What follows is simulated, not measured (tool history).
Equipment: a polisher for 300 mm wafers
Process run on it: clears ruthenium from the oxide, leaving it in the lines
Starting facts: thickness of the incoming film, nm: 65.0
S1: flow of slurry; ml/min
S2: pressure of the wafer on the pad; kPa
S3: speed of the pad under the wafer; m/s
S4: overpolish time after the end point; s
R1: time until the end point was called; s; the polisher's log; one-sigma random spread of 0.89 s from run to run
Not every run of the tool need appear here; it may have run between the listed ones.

Run 1, hour 0.0: S1 320 ml/min, S2 9.0 kPa, S3 0.94 m/s, S4 18 s. Result: R1 118.040 s.
Run 2, hour 3.8: S1 290 ml/min, S2 9.0 kPa, S3 0.94 m/s, S4 18 s. Result: R1 118.690 s.
Run 3, hour 4.5: S1 290 ml/min, S2 9.0 kPa, S3 0.94 m/s, S4 18 s. Result: R1 116.590 s.
Run 4, hour 6.8: S1 290 ml/min, S2 9.0 kPa, S3 0.94 m/s, S4 18 s. Result: R1 117.980 s.
Run 5, hour 15.2: S1 290 ml/min, S2 9.0 kPa, S3 0.94 m/s, S4 20 s. Result: R1 117.510 s.
Run 6, hour 21.1: S1 290 ml/min, S2 9.0 kPa, S3 1.06 m/s, S4 20 s. Result: R1 107.270 s.
Run 7, hour 22.7: S1 290 ml/min, S2 9.7 kPa, S3 1.06 m/s, S4 20 s. Result: R1 105.720 s.

For run 8, what comes out?
Run 8, hour 27.4: S1 290 ml/min, S2 10.3 kPa, S3 1.06 m/s, S4 20 s. Result: R1 ?.

R1: 99.226 s
